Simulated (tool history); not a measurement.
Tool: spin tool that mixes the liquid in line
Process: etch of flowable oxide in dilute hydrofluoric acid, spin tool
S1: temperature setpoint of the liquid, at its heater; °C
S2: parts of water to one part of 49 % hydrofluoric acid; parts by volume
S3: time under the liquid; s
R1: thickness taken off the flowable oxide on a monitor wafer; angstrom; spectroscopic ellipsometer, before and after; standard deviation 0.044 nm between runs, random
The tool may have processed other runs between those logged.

| run | hour | S1 | S2 | S3 | R1 |
|---|---|---|---|---|---|
| 1 | 0.0 | 23.0 | 290 | 25 | 26.422 |
| 2 | 5.6 | 21.0 | 290 | 25 | 24.658 |
| 3 | 8.2 | 23.5 | 290 | 25 | 26.822 |
| 4 | 14.6 | 23.5 | 290 | 15 | 16.108 |
| 5 | 21.4 | 25.0 | 290 | 15 | 17.062 |
| 6 | 26.7 | 25.0 | 290 | 25 | 28.427 |
| 7 | 29.9 | 26.0 | 270 | 25 | 32.381 |
| 8 | 32.5 | 26.0 | 270 | 25 | 32.218 |
| 9 | 35.0 | 26.5 | 255 | 25 | 35.361 |
| 10 | 40.3 | 26.5 | 255 | 25 | 35.442 |
| 11 | 41.8 | 27.0 | 240 | 25 | 39.070 |
| 12 | 49.7 | 27.5 | 225 | 25 | 43.076 |
| 13 | 54.6 | 28.0 | 215 | 25 | 46.390 |
| 14 | 63.1 | 31.0 | 100 | 25 | 127.820 |

Expected results for the next run?
| 15 | 69.4 | 27.0 | 100 | 25 | ? |

R1: 110.400 angstrom
